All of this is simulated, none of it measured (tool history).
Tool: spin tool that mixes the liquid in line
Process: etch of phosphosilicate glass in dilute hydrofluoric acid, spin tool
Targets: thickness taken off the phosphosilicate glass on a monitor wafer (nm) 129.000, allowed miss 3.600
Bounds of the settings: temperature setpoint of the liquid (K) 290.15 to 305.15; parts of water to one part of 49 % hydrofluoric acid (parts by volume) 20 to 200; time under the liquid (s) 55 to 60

run  hour  temperature setpoint of the liquid (K)  parts of water to one part of 49 % hydrofluoric acid (parts by volume)  time under the liquid (s)  thickness taken off the phosphosilicate glass on a monitor wafer (nm)
  1   0.0                                  297.15                                                                     110                         55                                                                 82.842
  2   3.8                                  297.15                                                                      90                         55                                                                104.330
  3   7.5                                  297.15                                                                      55                         55                                                                178.530
  4  12.2                                  295.15                                                                      55                         55                                                                164.180
  5  20.1                                  294.65                                                                      55                         55                                                                158.050
  6  26.5                                  294.65                                                                      55                         60                                                                172.520
  7  35.3                                  294.15                                                                      55                         60                                                                169.340
  8  36.1                                  293.65                                                                      55                         60                                                                169.430
  9  43.8                                  293.15                                                                      55                         60                                                                162.950
     51.7  -- thermometer replaced
 10  51.7                                  292.65                                                                      55                         60                                                                174.660
 11  60.5                                  292.65                                                                      60                         60                                                                162.100
 12  61.5                                  292.65                                                                      60                         60                                                                161.100
 13  67.3                                  292.65                                                                      60                         60                                                                162.290

5 next moves are on the table. One of them brings every result within its allowed miss. Which?
  A  73.1                                  291.15                                                                      65                         60                                                                      ?
  B  73.1                                  295.15                                                                      75                         60                                                                      ?
  C  73.1                                  291.65                                                                      65                         60                                                                      ?
  D  73.1                                  293.15                                                                      70                         55                                                                      ?
  E  73.1                                  291.15                                                                      75                         60                                                                      ?

move  thickness taken off the phosphosilicate glass on a monitor wafer (nm)
   A                                                                139.020
   B                                                                140.810
   C                                                                142.020
   D                                                                128.050
   E                                                                119.150
A: nearer than the last run, and not there yet
B: nearer than the last run, and not there yet
C: nearer than the last run, and not there yet
D: meets every target
E: takes the result that was furthest off past its target
Move D is the one to make.
